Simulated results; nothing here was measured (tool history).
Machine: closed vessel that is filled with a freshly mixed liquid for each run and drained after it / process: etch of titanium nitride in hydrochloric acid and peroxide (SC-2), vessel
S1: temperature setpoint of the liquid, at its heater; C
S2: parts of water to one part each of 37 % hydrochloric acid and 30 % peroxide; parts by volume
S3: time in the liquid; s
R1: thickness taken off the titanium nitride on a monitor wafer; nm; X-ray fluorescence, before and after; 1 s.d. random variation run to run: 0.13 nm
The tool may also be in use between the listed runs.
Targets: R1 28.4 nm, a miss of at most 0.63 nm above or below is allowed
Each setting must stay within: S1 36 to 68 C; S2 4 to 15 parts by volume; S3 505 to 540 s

run  hour  S1   S2   S3      R1
  1     0  52  8.5  505  19.887
  2     2  53  8.5  505  21.361
  3  10.9  54  8.5  505  22.621
  4  12.9  54  7.5  505  24.981
  5  17.6  61  7.5  505   39.32
  6  24.7  60  7.5  505  36.636
  7  28.3  60  7.5  505  36.665
  8  34.7  59  7.5  505  34.181

Which one of the following 5 next-run settings gets every result inside its allowed miss? There is exactly one.
  A  41.1  58.5  6.5  505   ?
  B  41.1    57  5.5  540   ?
  C  41.1  57.5    9  530   ?
  D  41.1    54  7.5  540   ?
  E  41.1  56.5  8.5  510   ?

move      R1
   A  37.344
   B   41.14
   C  28.422
   D  26.768
   E  26.879
A: misses by more than the last run did
B: misses by more than the last run did
C: every result lands within tolerance
D: pushes the last run's worst result past its target
E: pushes the last run's worst result past its target
Go with C: it meets all targets.

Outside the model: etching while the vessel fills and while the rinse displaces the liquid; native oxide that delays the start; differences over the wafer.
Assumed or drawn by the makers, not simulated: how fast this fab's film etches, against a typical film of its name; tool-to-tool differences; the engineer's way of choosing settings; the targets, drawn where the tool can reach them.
